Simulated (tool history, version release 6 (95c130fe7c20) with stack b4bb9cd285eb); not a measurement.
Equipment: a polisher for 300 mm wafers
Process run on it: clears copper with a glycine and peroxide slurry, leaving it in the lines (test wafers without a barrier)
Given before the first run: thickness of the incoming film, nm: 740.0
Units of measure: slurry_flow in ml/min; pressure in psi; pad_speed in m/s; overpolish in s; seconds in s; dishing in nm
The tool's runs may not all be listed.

{"run": 1, "hour": 0.0, "slurry_flow": 140, "pressure": 3.2, "pad_speed": 1.24, "overpolish": 13, "seconds": 88.717, "dishing": 73.588}
{"run": 2, "hour": 3.3, "slurry_flow": 140, "pressure": 2.5, "pad_speed": 1.24, "overpolish": 13, "seconds": 108.54, "dishing": 61.662}
{"run": 3, "hour": 7.9, "slurry_flow": 140, "pressure": 2.6, "pad_speed": 1.26, "overpolish": 12, "seconds": 103.88, "dishing": 60.009}
{"run": 4, "hour": 16.8, "slurry_flow": 140, "pressure": 2.7, "pad_speed": 1.28, "overpolish": 11, "seconds": 101.03, "dishing": 57.892}
{"run": 5, "hour": 24.1, "slurry_flow": 140, "pressure": 2.8, "pad_speed": 1.3, "overpolish": 10, "seconds": 95.439, "dishing": 55.897}
{"run": 6, "hour": 30.9, "slurry_flow": 140, "pressure": 2.8, "pad_speed": 1.12, "overpolish": 10, "seconds": 109.24, "dishing": 50.003}
{"run": 7, "hour": 38.2, "slurry_flow": 145, "pressure": 3.0, "pad_speed": 1.12, "overpolish": 9, "seconds": 102.25, "dishing": 48.493}
{"run": 8, "hour": 41.9, "slurry_flow": 150, "pressure": 3.2, "pad_speed": 1.12, "overpolish": 9, "seconds": 95.796, "dishing": 50.227}
{"run": 9, "hour": 46.5, "slurry_flow": 155, "pressure": 3.3, "pad_speed": 1.12, "overpolish": 9, "seconds": 92.681, "dishing": 53.1}
{"run": 10, "hour": 48.8, "slurry_flow": 155, "pressure": 3.4, "pad_speed": 1.12, "overpolish": 8, "seconds": 88.889, "dishing": 48.706}
{"run": 11, "hour": 54.5, "slurry_flow": 160, "pressure": 3.5, "pad_speed": 1.12, "overpolish": 8, "seconds": 85.99, "dishing": 50.176}

Forecast run 12:
{"run": 12, "hour": 58.7, "slurry_flow": 165, "pressure": 3.6, "pad_speed": 1.12, "overpolish": 8, "seconds": "?", "dishing": "?"}

seconds: 85.826 s
dishing: 50.216 nm

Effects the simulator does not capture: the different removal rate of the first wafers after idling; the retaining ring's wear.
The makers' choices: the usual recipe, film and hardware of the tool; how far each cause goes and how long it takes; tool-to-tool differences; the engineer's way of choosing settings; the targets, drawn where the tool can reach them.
